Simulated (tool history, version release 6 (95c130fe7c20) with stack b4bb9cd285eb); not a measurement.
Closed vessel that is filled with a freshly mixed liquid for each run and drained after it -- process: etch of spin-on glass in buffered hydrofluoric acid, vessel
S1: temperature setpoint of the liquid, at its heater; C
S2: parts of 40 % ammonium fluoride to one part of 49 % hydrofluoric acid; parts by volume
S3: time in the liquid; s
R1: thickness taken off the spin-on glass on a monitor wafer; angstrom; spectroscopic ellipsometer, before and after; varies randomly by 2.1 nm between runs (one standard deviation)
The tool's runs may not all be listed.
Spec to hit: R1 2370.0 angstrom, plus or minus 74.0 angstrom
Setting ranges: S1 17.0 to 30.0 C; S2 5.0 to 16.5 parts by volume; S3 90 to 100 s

| run | hour | S1 | S2 | S3 | R1 |
|---|---|---|---|---|---|
| 1 | 0.0 | 22.0 | 10.0 | 90 | 3124.1 |
| 2 | 4.2 | 20.5 | 10.0 | 90 | 2914.6 |
| 3 | 10.5 | 19.5 | 10.0 | 90 | 2713.6 |
| 4 | 16.8 | 19.0 | 10.0 | 90 | 2664.0 |
| 5 | 19.6 | 19.0 | 7.5 | 90 | 3473.4 |
| 6 | 22.8 | 19.0 | 7.5 | 100 | 3805.2 |
| 7 | 25.3 | 18.5 | 8.5 | 100 | 3201.1 |
| 8 | 30.2 | 18.0 | 9.0 | 100 | 3045.8 |
| 9 | 31.1 | 17.5 | 9.5 | 100 | 2827.5 |
| 10 | 38.5 | 17.5 | 10.0 | 100 | 2705.5 |
| 11 | 39.8 | 17.5 | 10.5 | 100 | 2561.0 |

Of the 4 settings listed for the next run, only one would bring every result within its allowed miss of target. Which one?
| A | 41.1 | 18.5 | 11.0 | 100 | ? |
| B | 41.1 | 19.0 | 10.5 | 100 | ? |
| C | 41.1 | 18.5 | 10.0 | 100 | ? |
| D | 41.1 | 17.0 | 10.5 | 95 | ? |

| move | R1 |
|---|---|
| A | 2590.1 |
| B | 2788.3 |
| C | 2842.8 |
| D | 2364.7 |
A: moves away from the targets compared with the last run
B: moves away from the targets compared with the last run
C: moves away from the targets compared with the last run
D: hits every target within its allowed miss
Go with D: it meets all targets.

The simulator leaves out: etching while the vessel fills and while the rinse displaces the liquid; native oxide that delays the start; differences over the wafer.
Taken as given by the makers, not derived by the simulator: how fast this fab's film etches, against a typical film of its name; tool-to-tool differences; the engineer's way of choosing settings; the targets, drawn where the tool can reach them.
